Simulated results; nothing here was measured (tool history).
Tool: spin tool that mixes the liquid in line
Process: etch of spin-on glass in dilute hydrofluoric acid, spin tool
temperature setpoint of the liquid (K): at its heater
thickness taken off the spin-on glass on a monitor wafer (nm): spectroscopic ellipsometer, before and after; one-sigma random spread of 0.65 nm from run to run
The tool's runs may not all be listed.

run	hour	temperature setpoint of the liquid (K)	parts of water to one part of 49 % hydrofluoric acid (parts by volume)	time under the liquid (s)	thickness taken off the spin-on glass on a monitor wafer (nm)
1	0	299.15	135	55	22.423
2	7.8	299.15	135	60	24.709
3	9.8	301.15	110	60	33.385
4	13.4	303.15	110	60	36.195
5	14.1	305.65	110	60	40.173
6	21.9	306.15	90	60	51.621
7	22.9	306.15	80	60	58.002
8	26.3	306.15	75	60	62.049
9	32.6	306.15	70	60	67.14

Run 10, settings as shown, results not yet in. Your forecast:
10	34.9	306.15	65	60	?

thickness taken off the spin-on glass on a monitor wafer (nm): 72.995

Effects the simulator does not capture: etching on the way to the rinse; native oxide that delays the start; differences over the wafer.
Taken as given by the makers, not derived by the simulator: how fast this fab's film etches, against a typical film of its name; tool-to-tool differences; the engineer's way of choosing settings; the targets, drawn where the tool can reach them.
